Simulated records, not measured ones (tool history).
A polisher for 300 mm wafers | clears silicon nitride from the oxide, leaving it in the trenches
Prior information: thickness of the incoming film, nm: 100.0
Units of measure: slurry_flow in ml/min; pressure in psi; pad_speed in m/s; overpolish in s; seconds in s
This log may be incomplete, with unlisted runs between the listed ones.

| run | day | slurry_flow | pressure | pad_speed | overpolish | seconds |
|---|---|---|---|---|---|---|
| 1 | 0 | 185 | 2 | 1.26 | 18 | 131.14 |
| 2 | 0.238 | 185 | 2 | 1.26 | 18 | 132.06 |
| 3 | 0.55 | 185 | 2.1 | 1.26 | 18 | 124.89 |
| 4 | 0.725 | 185 | 2.1 | 1.26 | 19 | 125.95 |
| 5 | 0.771 | 185 | 2.1 | 1.26 | 19 | 129.8 |
| 6 | 1.133 | 185 | 2.1 | 0.98 | 19 | 163.48 |

The next listed run, before its measurement:
| 7 | 1.317 | 185 | 2.3 | 1 | 19 | ? |

Logged for run 7: seconds 147.99 s.

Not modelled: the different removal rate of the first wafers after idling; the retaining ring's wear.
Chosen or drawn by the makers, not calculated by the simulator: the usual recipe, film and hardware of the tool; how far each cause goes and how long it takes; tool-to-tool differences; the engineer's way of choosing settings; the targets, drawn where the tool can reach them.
